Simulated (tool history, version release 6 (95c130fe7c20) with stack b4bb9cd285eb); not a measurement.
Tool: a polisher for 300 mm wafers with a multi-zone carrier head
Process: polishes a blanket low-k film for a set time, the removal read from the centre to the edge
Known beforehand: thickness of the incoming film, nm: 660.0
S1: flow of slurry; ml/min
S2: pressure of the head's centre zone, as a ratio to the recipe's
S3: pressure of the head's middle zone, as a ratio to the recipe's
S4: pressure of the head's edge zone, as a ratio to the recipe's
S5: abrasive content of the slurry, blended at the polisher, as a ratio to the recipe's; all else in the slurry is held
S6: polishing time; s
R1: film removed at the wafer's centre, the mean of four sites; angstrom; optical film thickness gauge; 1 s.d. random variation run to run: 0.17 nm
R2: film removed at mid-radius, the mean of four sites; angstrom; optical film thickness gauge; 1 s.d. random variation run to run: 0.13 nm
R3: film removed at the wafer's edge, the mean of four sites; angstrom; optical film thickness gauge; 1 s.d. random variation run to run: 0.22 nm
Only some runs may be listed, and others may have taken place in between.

run  hour   S1    S2    S3    S4    S5  S6      R1      R2      R3
  1     0  155     1     1     1     1  50  282.27  283.93  277.77
  2   1.5  145  0.97  0.95  0.98  0.85  49  243.72  246.54  249.39
  3   9.7  135  0.96  0.91  0.97  0.75  48  220.75  215.25  231.49
  4  13.7  130  0.94  0.89  0.94   0.7  48  203.88  203.39  215.83
  5  19.8  130  0.94  0.92  0.94   0.7  48  205.74  211.46   215.1
  6  21.7  130  1.02  0.92  0.94   0.7  48  223.51  209.57  211.07
  7  29.7  100  0.92  0.82  0.93   0.5  48  155.79  150.53  176.59
  8  32.7  115  0.92  0.83  0.93   0.5  48  161.49  155.64  178.43
  9  34.4  130  0.91  0.84  0.94   0.5  48  162.78  160.12  176.54

Run 10 comes next. What will it give?
 10  37.1  135  0.92  0.85  0.97  0.5  48   ?   ?   ?

For run 10 the tool returned R1 162.39 angstrom, R2 164.1 angstrom, R3 180.23 angstrom.

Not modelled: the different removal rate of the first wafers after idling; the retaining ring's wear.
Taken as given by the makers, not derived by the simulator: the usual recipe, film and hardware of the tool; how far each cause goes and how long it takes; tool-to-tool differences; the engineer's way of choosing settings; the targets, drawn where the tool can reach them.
